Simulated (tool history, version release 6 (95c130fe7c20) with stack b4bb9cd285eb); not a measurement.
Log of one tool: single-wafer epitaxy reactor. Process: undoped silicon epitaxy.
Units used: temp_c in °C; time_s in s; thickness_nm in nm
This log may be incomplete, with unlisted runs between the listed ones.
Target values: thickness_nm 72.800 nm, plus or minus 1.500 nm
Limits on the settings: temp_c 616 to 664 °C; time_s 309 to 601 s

{"run": 1, "hour": 0.0, "temp_c": 640, "time_s": 455, "thickness_nm": 62.19}
{"run": 2, "hour": 1.1, "temp_c": 635, "time_s": 455, "thickness_nm": 54.971}
{"run": 3, "hour": 6.4, "temp_c": 639, "time_s": 456, "thickness_nm": 60.82}
{"run": 4, "hour": 7.2, "temp_c": 632, "time_s": 456, "thickness_nm": 51.611}
{"run": 5, "hour": 12.5, "temp_c": 624, "time_s": 456, "thickness_nm": 41.393}
{"run": 6, "hour": 16.6, "temp_c": 631, "time_s": 457, "thickness_nm": 50.117}
{"run": 7, "hour": 21.0, "temp_c": 631, "time_s": 457, "thickness_nm": 50.013}
{"run": 8, "hour": 24.3, "temp_c": 636, "time_s": 458, "thickness_nm": 56.711}
{"run": 9, "hour": 28.6, "temp_c": 648, "time_s": 460, "thickness_nm": 78.134}
{"run": 10, "hour": 33.7, "temp_c": 647, "time_s": 460, "thickness_nm": 75.246}

Consider the 5 candidate settings below. Which is the only one whose results all fall within their allowed miss of target?
{"run": "A", "hour": 38.8, "temp_c": 640, "time_s": 564, "thickness_nm": "?"}
{"run": "B", "hour": 38.8, "temp_c": 642, "time_s": 499, "thickness_nm": "?"}
{"run": "C", "hour": 38.8, "temp_c": 645, "time_s": 495, "thickness_nm": "?"}
{"run": "D", "hour": 38.8, "temp_c": 647, "time_s": 419, "thickness_nm": "?"}
{"run": "E", "hour": 38.8, "temp_c": 647, "time_s": 426, "thickness_nm": "?"}

move=A thickness_nm=77.460
move=B thickness_nm=72.093
move=C thickness_nm=77.124
move=D thickness_nm=68.631
move=E thickness_nm=69.777
A: further off than the last run
B: every result lands within tolerance
C: further off than the last run
D: carries the result that was furthest off beyond its target, to the other side
E: carries the result that was furthest off beyond its target, to the other side
Answer: B
